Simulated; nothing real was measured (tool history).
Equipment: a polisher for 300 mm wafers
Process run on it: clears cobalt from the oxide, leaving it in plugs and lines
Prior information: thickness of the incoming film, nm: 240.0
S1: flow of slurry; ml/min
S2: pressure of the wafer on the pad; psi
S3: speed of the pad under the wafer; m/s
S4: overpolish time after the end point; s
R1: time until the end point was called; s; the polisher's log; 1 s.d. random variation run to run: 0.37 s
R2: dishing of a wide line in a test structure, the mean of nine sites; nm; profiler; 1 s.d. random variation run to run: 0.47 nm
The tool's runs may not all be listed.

run,hour,S1,S2,S3,S4,R1,R2
1,0.0,195,2.3,1.22,16,39.538,46.005
2,0.8,195,2.3,1.22,12,38.618,40.781
3,8.4,195,2.7,1.22,12,34.511,43.706
4,16.2,150,2.7,1.22,12,36.196,42.921
5,23.3,150,3.0,1.22,12,32.660,44.281
6,30.4,150,3.0,1.46,12,28.212,46.492
7,35.8,125,3.0,1.58,5,26.233,30.733
8,44.4,130,3.0,1.56,5,26.819,31.034
9,48.8,135,3.0,1.54,5,26.838,30.758

Expected results for the next run?
10,49.8,140,3.0,1.52,5,?,?

{"run 10": {"R1": 26.624, "R2": 30.811}}
